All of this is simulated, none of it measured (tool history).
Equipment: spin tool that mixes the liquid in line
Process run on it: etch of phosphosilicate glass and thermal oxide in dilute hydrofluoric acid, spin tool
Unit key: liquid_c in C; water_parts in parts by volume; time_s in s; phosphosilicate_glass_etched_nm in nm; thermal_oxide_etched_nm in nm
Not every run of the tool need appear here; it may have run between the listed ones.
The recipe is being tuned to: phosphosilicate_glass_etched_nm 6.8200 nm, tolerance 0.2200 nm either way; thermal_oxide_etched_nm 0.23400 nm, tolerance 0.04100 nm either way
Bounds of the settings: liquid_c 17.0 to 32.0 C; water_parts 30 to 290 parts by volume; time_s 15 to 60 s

run	hour	liquid_c	water_parts	time_s	phosphosilicate_glass_etched_nm	thermal_oxide_etched_nm
1	0.0	24.0	160	30	23.9100	0.84330
2	1.5	23.5	175	30	21.0140	0.72650
3	8.4	23.0	185	30	19.3490	0.60003
4	10.8	23.5	195	30	18.7670	0.59885
5	13.7	23.5	250	30	13.4770	0.47351
6	16.2	23.5	250	40	18.2720	0.64268
7	20.2	23.0	255	40	17.5120	0.61552
8	22.3	22.5	260	40	16.5740	0.59425
9	26.5	22.0	265	40	16.1600	0.57858
10	29.7	21.5	270	40	15.3340	0.53318
11	33.1	21.0	270	40	15.1090	0.56686
12	35.6	21.5	280	25	9.1383	0.32546
13	42.8	21.0	280	25	9.0178	0.31928
14	49.0	17.0	290	20	5.9035	0.17982

Next run, 4 choices. One meets every target within its allowed miss, the rest don't. Which?
A	55.2	17.0	245	20	?	?
B	55.2	17.0	195	15	?	?
C	55.2	18.0	265	20	?	?
D	55.2	18.0	290	15	?	?

move	phosphosilicate_glass_etched_nm	thermal_oxide_etched_nm
A	7.1926	0.24906
B	7.0887	0.24546
C	6.7907	0.23514
D	4.5538	0.15768
A: takes the result that was furthest off past its target
B: takes the result that was furthest off past its target
C: in spec on every target
D: the biggest miss grows against the last run
C is the move that brings every result within its allowed miss.

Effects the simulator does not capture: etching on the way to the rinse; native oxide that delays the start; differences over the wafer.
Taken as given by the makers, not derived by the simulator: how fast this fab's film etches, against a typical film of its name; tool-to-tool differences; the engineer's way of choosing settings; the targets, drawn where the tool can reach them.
